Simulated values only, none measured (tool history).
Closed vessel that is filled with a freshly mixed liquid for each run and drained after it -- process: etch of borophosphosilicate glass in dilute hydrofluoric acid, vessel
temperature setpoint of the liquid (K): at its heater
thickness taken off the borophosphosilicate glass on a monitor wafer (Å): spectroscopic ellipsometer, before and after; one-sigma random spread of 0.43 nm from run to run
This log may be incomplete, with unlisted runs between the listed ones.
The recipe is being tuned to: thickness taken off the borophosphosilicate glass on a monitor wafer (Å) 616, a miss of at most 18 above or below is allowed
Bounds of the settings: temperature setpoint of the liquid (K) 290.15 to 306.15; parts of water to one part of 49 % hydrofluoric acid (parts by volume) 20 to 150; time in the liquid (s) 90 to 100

run    day  temperature setpoint of the liquid (K)  parts of water to one part of 49 % hydrofluoric acid (parts by volume)  time in the liquid (s)  thickness taken off the borophosphosilicate glass on a monitor wafer (Å)
  1      0                                  298.15                                                                      85                      90                                                                    786.51
  2  0.021                                  298.15                                                                      85                      90                                                                     781.9
  3  0.367                                  296.65                                                                      85                      90                                                                    744.14
  4  0.404                                  296.65                                                                      85                     100                                                                    830.68
  5  0.696                                  294.65                                                                      85                     100                                                                    763.76
  6  1.025                                  293.65                                                                      85                     100                                                                    719.46
  7  1.342                                  292.65                                                                      85                     100                                                                    704.37
  8  1.379                                  292.15                                                                      85                     100                                                                     685.9
  9  1.525                                  291.65                                                                      85                     100                                                                     673.6
 10  1.833                                  291.65                                                                      85                     100                                                                    667.15
     2.188  -- hydrofluoric acid flow meter replaced
 11  2.188                                  290.15                                                                      85                     100                                                                    591.58

Which one of the following 4 next-run settings gets every result inside its allowed miss? There is exactly one.
  A  2.542                                  292.15                                                                      80                      90                                                                         ?
  B  2.542                                  290.65                                                                      85                      90                                                                         ?
  C  2.542                                  290.15                                                                      90                     100                                                                         ?
  D  2.542                                  290.65                                                                      80                      90                                                                         ?

move  thickness taken off the borophosphosilicate glass on a monitor wafer (Å)
   A                                                                    619.58
   B                                                                    544.38
   C                                                                    556.31
   D                                                                    581.54
A: hits every target within its allowed miss
B: misses by more than the last run did
C: misses by more than the last run did
D: misses by more than the last run did
So the answer is move A, the one that meets all the targets.
